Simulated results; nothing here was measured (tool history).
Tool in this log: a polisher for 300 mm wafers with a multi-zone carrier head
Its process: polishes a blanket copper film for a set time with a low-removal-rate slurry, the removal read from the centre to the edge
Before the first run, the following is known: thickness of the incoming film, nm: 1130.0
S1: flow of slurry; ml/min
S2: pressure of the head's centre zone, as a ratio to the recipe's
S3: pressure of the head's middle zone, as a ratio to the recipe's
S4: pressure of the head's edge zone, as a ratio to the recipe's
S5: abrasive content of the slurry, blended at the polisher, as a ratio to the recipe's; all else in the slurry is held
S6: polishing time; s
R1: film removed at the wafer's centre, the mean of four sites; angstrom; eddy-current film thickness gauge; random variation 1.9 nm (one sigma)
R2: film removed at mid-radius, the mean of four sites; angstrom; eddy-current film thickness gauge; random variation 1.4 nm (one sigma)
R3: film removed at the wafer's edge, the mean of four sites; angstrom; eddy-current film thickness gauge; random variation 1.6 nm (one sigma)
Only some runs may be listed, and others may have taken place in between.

run	hour	S1	S2	S3	S4	S5	S6	R1	R2	R3
1	0	315	1	1	1	1	82	2496.5	2453.2	2426.5
2	6.4	315	0.96	1.01	0.96	0.85	76	2118.1	2225.7	2094.1
3	8.3	315	0.96	1.01	0.96	0.85	90	2480.4	2614.7	2491
4	13.2	345	0.96	1.01	0.96	0.85	90	2532.7	2651.8	2536.4
5	18.8	345	1.04	1.01	0.96	0.85	90	2800.8	2666.6	2523.8
6	21.2	345	1.04	1.01	0.96	0.75	90	2670	2599	2453.4
7	23.7	330	0.99	1	0.93	0.7	83	2254.8	2285.5	2123.8

Run 8 has not been measured yet. What should we expect?
8	32.5	330	0.99	1	0.93	0.7	83	?	?	?

{"run 8": {"R1": 2299.3, "R2": 2309.2, "R3": 2177}}
